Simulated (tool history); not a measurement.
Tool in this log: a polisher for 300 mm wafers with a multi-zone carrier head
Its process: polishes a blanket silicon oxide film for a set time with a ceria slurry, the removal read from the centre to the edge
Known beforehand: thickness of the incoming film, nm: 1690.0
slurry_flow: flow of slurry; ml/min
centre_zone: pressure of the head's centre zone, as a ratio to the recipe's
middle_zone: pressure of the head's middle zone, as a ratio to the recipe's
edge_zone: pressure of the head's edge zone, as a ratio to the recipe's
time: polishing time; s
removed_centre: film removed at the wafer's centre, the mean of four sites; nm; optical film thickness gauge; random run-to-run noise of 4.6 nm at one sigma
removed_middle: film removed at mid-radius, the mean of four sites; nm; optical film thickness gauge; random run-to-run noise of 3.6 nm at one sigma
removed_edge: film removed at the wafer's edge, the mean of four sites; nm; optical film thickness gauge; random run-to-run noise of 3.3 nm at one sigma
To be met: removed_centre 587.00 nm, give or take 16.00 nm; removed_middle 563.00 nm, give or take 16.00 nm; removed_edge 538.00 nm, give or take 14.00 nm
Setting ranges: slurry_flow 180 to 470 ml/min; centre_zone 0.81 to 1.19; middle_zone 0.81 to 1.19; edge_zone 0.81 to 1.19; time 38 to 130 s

run,hour,slurry_flow,centre_zone,middle_zone,edge_zone,time,removed_centre,removed_middle,removed_edge
1,0.0,300,1.00,1.00,1.00,84,496.35,500.33,475.56
2,1.1,310,1.02,1.01,1.03,85,517.39,510.60,488.52
3,9.3,320,1.03,1.02,1.05,86,525.85,517.41,496.60
4,13.2,325,1.04,1.03,1.07,87,545.26,539.78,512.71
5,19.4,335,1.05,1.03,1.08,87,537.24,536.91,515.34
6,23.6,335,1.07,1.04,1.09,87,553.39,543.95,510.44
7,29.7,340,1.08,1.04,1.10,87,566.71,535.78,518.39
8,37.3,345,1.08,1.05,1.11,87,562.54,542.35,519.57
9,39.8,350,1.09,1.06,1.12,87,573.42,542.56,525.72

Pick the move, out of 5, that brings all results within their allowed miss; only one does.
A,42.3,330,1.04,0.95,1.19,91,?,?,?
B,42.3,370,1.11,1.14,1.08,85,?,?,?
C,42.3,340,1.19,1.08,1.19,83,?,?,?
D,42.3,280,1.07,1.11,1.02,89,?,?,?
E,42.3,405,1.08,1.04,1.08,90,?,?,?

move,removed_centre,removed_middle,removed_edge
A,567.19,520.62,563.86
B,570.51,571.28,503.31
C,594.14,529.74,514.07
D,565.47,575.53,506.89
E,590.43,562.07,535.67
A: its largest miss is bigger than the last run's
B: the worst result of the last run now meets its target, but another is out of spec
C: its largest miss is bigger than the last run's
D: the worst result of the last run now meets its target, but another is out of spec
E: every result lands within tolerance
So the answer is move E, the one that meets all the targets.

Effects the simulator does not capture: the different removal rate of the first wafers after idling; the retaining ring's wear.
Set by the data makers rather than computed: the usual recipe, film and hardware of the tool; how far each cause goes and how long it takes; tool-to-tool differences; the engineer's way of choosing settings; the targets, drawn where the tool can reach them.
